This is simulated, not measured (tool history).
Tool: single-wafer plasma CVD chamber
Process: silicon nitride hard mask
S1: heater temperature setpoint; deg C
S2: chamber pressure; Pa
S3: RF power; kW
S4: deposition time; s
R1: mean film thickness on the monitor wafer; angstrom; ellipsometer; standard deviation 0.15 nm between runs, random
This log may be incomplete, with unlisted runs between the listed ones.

| run | hour | S1 | S2 | S3 | S4 | R1 |
|---|---|---|---|---|---|---|
| 1 | 0.0 | 415 | 189 | 0.295 | 21.9 | 251.62 |
| 2 | 1.2 | 415 | 199 | 0.300 | 21.9 | 257.75 |
| 3 | 7.8 | 415 | 207 | 0.305 | 21.9 | 264.24 |
| 4 | 12.4 | 415 | 213 | 0.310 | 21.9 | 269.13 |
| 5 | 14.7 | 415 | 213 | 0.310 | 20.8 | 258.50 |
| 6 | 16.9 | 415 | 213 | 0.340 | 20.8 | 276.90 |
| 7 | 24.8 | 415 | 219 | 0.340 | 20.8 | 279.74 |
| 8 | 31.8 | 415 | 223 | 0.340 | 20.8 | 279.08 |
| 9 | 36.9 | 415 | 227 | 0.340 | 20.8 | 281.29 |
| 10 | 42.0 | 415 | 231 | 0.340 | 20.8 | 282.10 |
| 11 | 48.4 | 415 | 235 | 0.340 | 20.8 | 283.57 |
| 12 | 49.7 | 415 | 237 | 0.340 | 20.8 | 284.17 |
| 13 | 51.7 | 415 | 240 | 0.340 | 20.8 | 283.70 |
| 14 | 54.1 | 415 | 241 | 0.340 | 20.8 | 286.39 |
| 15 | 58.9 | 415 | 244 | 0.340 | 20.8 | 288.24 |

Run 16 is up next; what results do you expect?
| 16 | 67.3 | 415 | 247 | 0.340 | 20.8 | ? |

For run 16 the tool returned R1 287.62 angstrom.
